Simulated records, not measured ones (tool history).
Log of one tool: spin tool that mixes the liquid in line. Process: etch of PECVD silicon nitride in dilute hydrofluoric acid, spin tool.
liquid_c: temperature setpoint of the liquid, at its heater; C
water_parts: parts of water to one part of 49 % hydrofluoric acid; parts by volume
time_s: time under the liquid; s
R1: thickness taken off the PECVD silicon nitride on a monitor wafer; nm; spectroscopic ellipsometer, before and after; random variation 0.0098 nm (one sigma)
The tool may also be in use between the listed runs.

{"run": 1, "hour": 0.0, "liquid_c": 26.0, "water_parts": 125, "time_s": 95, "R1": 1.9303}
{"run": 2, "hour": 7.0, "liquid_c": 26.0, "water_parts": 125, "time_s": 75, "R1": 1.5392}
{"run": 3, "hour": 10.4, "liquid_c": 26.0, "water_parts": 125, "time_s": 95, "R1": 1.9673}
{"run": 4, "hour": 18.1, "liquid_c": 23.5, "water_parts": 130, "time_s": 95, "R1": 1.599}
{"run": 5, "hour": 22.1, "liquid_c": 23.5, "water_parts": 150, "time_s": 95, "R1": 1.3878}
{"run": 6, "hour": 30.9, "liquid_c": 23.5, "water_parts": 120, "time_s": 95, "R1": 1.7197}
{"run": 7, "hour": 39.3, "liquid_c": 22.0, "water_parts": 130, "time_s": 95, "R1": 1.4551}

Run 8 comes next. What will it give?
{"run": 8, "hour": 47.8, "liquid_c": 21.0, "water_parts": 135, "time_s": 95, "R1": "?"}

R1: 1.3064 nm

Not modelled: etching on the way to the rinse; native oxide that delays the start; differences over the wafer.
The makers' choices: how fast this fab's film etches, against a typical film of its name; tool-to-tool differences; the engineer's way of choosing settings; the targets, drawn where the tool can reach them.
